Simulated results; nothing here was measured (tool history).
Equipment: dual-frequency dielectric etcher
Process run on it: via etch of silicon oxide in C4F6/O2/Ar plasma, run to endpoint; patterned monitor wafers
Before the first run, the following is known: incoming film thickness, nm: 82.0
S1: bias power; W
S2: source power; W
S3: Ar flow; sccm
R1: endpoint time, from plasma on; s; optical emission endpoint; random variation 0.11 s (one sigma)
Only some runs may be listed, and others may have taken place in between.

run    day   S1   S2   S3      R1
  1      0  526  240  243  19.822
  2  0.025  526  240  223  19.638
  3  0.275  526  240  243  19.976
  4  0.571  460  240  243  20.394
  5  0.733  460  240  211  20.308
  6  0.967  393  240  211  20.919
  7  1.217  417  250  210  20.171
  8  1.538  435  250  209  20.192

Run 9 comes next. What will it give?
  9  1.638  541  290  200   ?

Run 9 yielded R1 18.19 s.
